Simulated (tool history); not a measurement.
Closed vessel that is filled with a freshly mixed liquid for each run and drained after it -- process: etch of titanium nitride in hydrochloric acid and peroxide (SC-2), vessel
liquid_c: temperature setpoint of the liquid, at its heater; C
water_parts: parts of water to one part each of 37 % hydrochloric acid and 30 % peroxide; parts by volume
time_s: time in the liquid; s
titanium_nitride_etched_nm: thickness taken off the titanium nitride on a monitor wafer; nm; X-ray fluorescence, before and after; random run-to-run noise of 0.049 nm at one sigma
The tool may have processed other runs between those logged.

{"run": 1, "day": 0.0, "liquid_c": 53, "water_parts": 9, "time_s": 340, "titanium_nitride_etched_nm": 10.86}
{"run": 2, "day": 0.375, "liquid_c": 54, "water_parts": 9, "time_s": 340, "titanium_nitride_etched_nm": 11.589}
{"run": 3, "day": 0.721, "liquid_c": 54, "water_parts": 7, "time_s": 340, "titanium_nitride_etched_nm": 14.139}
{"run": 4, "day": 0.779, "liquid_c": 54, "water_parts": 7, "time_s": 365, "titanium_nitride_etched_nm": 15.227}
{"run": 5, "day": 0.929, "liquid_c": 54.5, "water_parts": 7, "time_s": 365, "titanium_nitride_etched_nm": 15.757}
{"run": 6, "day": 1.125, "liquid_c": 57, "water_parts": 7, "time_s": 365, "titanium_nitride_etched_nm": 18.556}
{"run": 7, "day": 1.45, "liquid_c": 56.5, "water_parts": 7, "time_s": 365, "titanium_nitride_etched_nm": 17.914}
{"run": 8, "day": 1.788, "liquid_c": 56, "water_parts": 7, "time_s": 365, "titanium_nitride_etched_nm": 17.196}

Estimate the outcome of run 9 from the log above:
{"run": 9, "day": 1.967, "liquid_c": 55.5, "water_parts": 7, "time_s": 365, "titanium_nitride_etched_nm": "?"}

Run 9 came out at titanium_nitride_etched_nm 16.814 nm.

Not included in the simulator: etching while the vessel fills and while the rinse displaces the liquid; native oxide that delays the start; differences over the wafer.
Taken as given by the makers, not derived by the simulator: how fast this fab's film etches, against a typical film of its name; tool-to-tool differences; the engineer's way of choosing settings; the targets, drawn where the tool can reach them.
